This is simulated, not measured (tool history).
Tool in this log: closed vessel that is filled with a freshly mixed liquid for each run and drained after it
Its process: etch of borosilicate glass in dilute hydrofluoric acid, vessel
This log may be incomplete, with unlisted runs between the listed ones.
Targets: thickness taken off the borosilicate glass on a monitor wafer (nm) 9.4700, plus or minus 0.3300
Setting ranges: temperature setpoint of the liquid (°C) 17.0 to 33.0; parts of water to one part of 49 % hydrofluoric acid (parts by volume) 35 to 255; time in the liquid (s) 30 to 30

run,day,temperature setpoint of the liquid (°C),parts of water to one part of 49 % hydrofluoric acid (parts by volume),time in the liquid (s),thickness taken off the borosilicate glass on a monitor wafer (nm)
1,0.000,25.0,145,30,7.0496
2,0.212,27.0,145,30,7.4192
3,0.250,27.0,145,30,7.4376
4,0.579,27.0,190,30,5.5328
5,0.733,28.5,170,30,6.5468
6,0.992,28.5,170,30,6.5166
7,1.088,29.5,155,30,7.5849
8,1.379,30.5,150,30,8.2790
9,1.504,31.0,150,30,8.3742
10,1.833,31.5,145,30,8.8196
11,2.079,32.0,145,30,8.9137

Exercise: of the 4 proposed moves below, exactly one satisfies all targets within the stated allowed misses. Which move is it?
A,2.325,31.5,145,30,?
B,2.325,32.0,155,30,?
C,2.325,32.0,150,30,?
D,2.325,32.0,140,30,?

move,thickness taken off the borosilicate glass on a monitor wafer (nm)
A,8.7423
B,8.2113
C,8.5431
D,9.2805
A: lands further from the targets than the last run did
B: lands further from the targets than the last run did
C: lands further from the targets than the last run did
D: every result within its allowed miss
So the answer is move D, the one that meets all the targets.
